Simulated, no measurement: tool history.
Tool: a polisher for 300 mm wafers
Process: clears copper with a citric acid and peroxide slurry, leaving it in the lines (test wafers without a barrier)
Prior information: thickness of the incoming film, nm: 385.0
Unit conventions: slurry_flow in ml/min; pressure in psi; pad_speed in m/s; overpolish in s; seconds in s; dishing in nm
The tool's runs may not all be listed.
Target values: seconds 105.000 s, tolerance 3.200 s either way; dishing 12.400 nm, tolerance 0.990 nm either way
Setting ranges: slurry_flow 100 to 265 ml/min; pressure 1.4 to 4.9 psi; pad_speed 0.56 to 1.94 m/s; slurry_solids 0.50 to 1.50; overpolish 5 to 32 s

| run | day | slurry_flow | pressure | pad_speed | slurry_solids | overpolish | seconds | dishing |
|---|---|---|---|---|---|---|---|---|
| 1 | 0.000 | 170 | 3.1 | 1.24 | 1.00 | 16 | 104.210 | 36.777 |
| 2 | 0.350 | 170 | 3.1 | 1.24 | 1.00 | 21 | 102.060 | 48.427 |
| 3 | 0.396 | 175 | 3.0 | 1.26 | 1.00 | 18 | 104.170 | 41.791 |
| 4 | 0.596 | 175 | 3.0 | 1.16 | 1.00 | 18 | 113.680 | 40.071 |
| 5 | 0.862 | 165 | 2.9 | 1.26 | 0.90 | 16 | 110.970 | 34.727 |
| 6 | 1.067 | 155 | 2.8 | 1.32 | 0.85 | 14 | 111.650 | 29.844 |
| 7 | 1.396 | 145 | 2.7 | 1.38 | 0.80 | 13 | 110.610 | 29.328 |
| 8 | 1.438 | 140 | 2.7 | 1.40 | 0.75 | 12 | 112.850 | 26.952 |
| 9 | 1.467 | 135 | 2.7 | 1.44 | 0.70 | 11 | 112.510 | 24.891 |
| 10 | 1.729 | 130 | 2.7 | 1.46 | 0.65 | 10 | 115.210 | 21.866 |
| 11 | 2.071 | 125 | 2.9 | 1.42 | 0.65 | 9 | 111.290 | 20.373 |
| 12 | 2.150 | 120 | 3.1 | 1.38 | 0.65 | 8 | 109.470 | 18.037 |
| 13 | 2.438 | 115 | 3.2 | 1.36 | 0.65 | 8 | 109.380 | 18.700 |
| 14 | 2.462 | 115 | 3.4 | 1.32 | 0.65 | 8 | 107.370 | 19.225 |
| 15 | 2.750 | 110 | 2.8 | 1.56 | 0.55 | 5 | 111.910 | 11.534 |

Which single option among these 4 for the next run brings every result within its allowed miss of target? Just one does.
| A | 3.038 | 145 | 2.6 | 1.68 | 0.55 | 5 | ? | ? |
| B | 3.038 | 120 | 3.0 | 1.46 | 0.70 | 6 | ? | ? |
| C | 3.038 | 170 | 2.2 | 1.78 | 0.65 | 6 | ? | ? |
| D | 3.038 | 100 | 2.9 | 1.78 | 0.55 | 6 | ? | ? |

| move | seconds | dishing |
|---|---|---|
| A | 103.470 | 12.304 |
| B | 104.020 | 14.601 |
| C | 104.450 | 14.460 |
| D | 96.976 | 15.594 |
A: every result lands within tolerance
B: brings the result that was furthest off to its target, and leaves another outside
C: brings the result that was furthest off to its target, and leaves another outside
D: the result that was furthest off in the last run now lies on the other side of its target
The move that meets every target is A.

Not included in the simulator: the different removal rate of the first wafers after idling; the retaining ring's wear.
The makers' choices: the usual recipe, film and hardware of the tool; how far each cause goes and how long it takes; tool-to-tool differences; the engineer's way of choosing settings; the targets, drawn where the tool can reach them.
